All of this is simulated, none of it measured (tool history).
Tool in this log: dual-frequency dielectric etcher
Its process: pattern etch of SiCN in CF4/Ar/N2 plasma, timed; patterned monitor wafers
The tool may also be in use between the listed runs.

| run | hour | source power (kW) | bias power (kW) | Ar flow (sccm) | CF4 flow (sccm) | etch time (s) | mean etch depth across the wafer (angstrom) |
|---|---|---|---|---|---|---|---|
| 1 | 0 | 0.43 | 0.068 | 88 | 68 | 55.5 | 481.72 |
| 2 | 2.2 | 0.39 | 0.065 | 90 | 67 | 55.5 | 441.51 |
| 3 | 7.9 | 0.39 | 0.065 | 77 | 67 | 55.5 | 461.36 |
| 4 | 10.5 | 0.39 | 0.065 | 62 | 67 | 55.5 | 484.06 |
| 5 | 11 | 0.36 | 0.061 | 68 | 65 | 55 | 429.12 |
| 6 | 12.3 | 0.34 | 0.057 | 69 | 65 | 55 | 402.99 |

What will run 7 give?
| 7 | 21.3 | 0.25 | 0.043 | 78 | 60 | 54 | ? |

{"run 7": {"mean etch depth across the wafer (angstrom)": 278.53}}
